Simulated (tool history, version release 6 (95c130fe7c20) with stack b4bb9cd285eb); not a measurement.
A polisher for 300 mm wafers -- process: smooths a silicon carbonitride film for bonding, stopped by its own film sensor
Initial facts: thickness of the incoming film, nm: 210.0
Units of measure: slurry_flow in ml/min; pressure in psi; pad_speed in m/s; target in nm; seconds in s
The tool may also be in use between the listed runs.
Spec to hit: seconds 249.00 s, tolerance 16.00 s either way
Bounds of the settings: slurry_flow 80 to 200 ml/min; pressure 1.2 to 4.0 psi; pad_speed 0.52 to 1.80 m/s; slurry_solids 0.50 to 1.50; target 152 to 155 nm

Run 1, hour 0.0: slurry_flow 130 ml/min, pressure 2.6 psi, pad_speed 1.16 m/s, slurry_solids 1.00, target 155 nm. Result: seconds 186.02 s.
Run 2, hour 3.7: slurry_flow 130 ml/min, pressure 3.1 psi, pad_speed 1.16 m/s, slurry_solids 1.00, target 155 nm. Result: seconds 151.75 s.
Run 3, hour 10.5: slurry_flow 160 ml/min, pressure 3.1 psi, pad_speed 1.16 m/s, slurry_solids 1.00, target 155 nm. Result: seconds 145.44 s.
Run 4, hour 12.1: slurry_flow 160 ml/min, pressure 3.1 psi, pad_speed 1.16 m/s, slurry_solids 1.10, target 155 nm. Result: seconds 135.37 s.
Run 5, hour 13.0: slurry_flow 160 ml/min, pressure 2.7 psi, pad_speed 1.12 m/s, slurry_solids 1.10, target 155 nm. Result: seconds 163.68 s.
Run 6, hour 22.0: slurry_flow 160 ml/min, pressure 2.4 psi, pad_speed 1.10 m/s, slurry_solids 1.10, target 155 nm. Result: seconds 188.01 s.
Run 7, hour 25.1: slurry_flow 160 ml/min, pressure 2.2 psi, pad_speed 1.08 m/s, slurry_solids 1.10, target 155 nm. Result: seconds 210.74 s.
Run 8, hour 27.5: slurry_flow 160 ml/min, pressure 2.1 psi, pad_speed 1.08 m/s, slurry_solids 1.10, target 155 nm. Result: seconds 215.11 s.
Run 9, hour 32.8: slurry_flow 160 ml/min, pressure 2.0 psi, pad_speed 1.08 m/s, slurry_solids 1.10, target 155 nm. Result: seconds 218.73 s.
At hour 40.0: slurry nozzle cleaned.
Run 10, hour 40.0: slurry_flow 160 ml/min, pressure 1.9 psi, pad_speed 1.08 m/s, slurry_solids 1.10, target 155 nm. Result: seconds 215.92 s.

Below are 4 possible settings for the next run. Only one of them brings all results inside the allowed miss of their targets. Which is it?
Run A, hour 47.2: slurry_flow 155 ml/min, pressure 1.5 psi, pad_speed 1.00 m/s, slurry_solids 1.30, target 152 nm. Result: seconds ?.
Run B, hour 47.2: slurry_flow 145 ml/min, pressure 1.8 psi, pad_speed 1.20 m/s, slurry_solids 1.20, target 155 nm. Result: seconds ?.
Run C, hour 47.2: slurry_flow 180 ml/min, pressure 1.5 psi, pad_speed 1.32 m/s, slurry_solids 1.05, target 152 nm. Result: seconds ?.
Run D, hour 47.2: slurry_flow 145 ml/min, pressure 2.1 psi, pad_speed 1.06 m/s, slurry_solids 1.25, target 153 nm. Result: seconds ?.

move  seconds
   A   300.13
   B   215.75
   C   254.94
   D   209.61
A: takes the result that was furthest off past its target
B: no better and no worse than the last run
C: meets every target
D: its largest miss is bigger than the last run's
The right move is C.
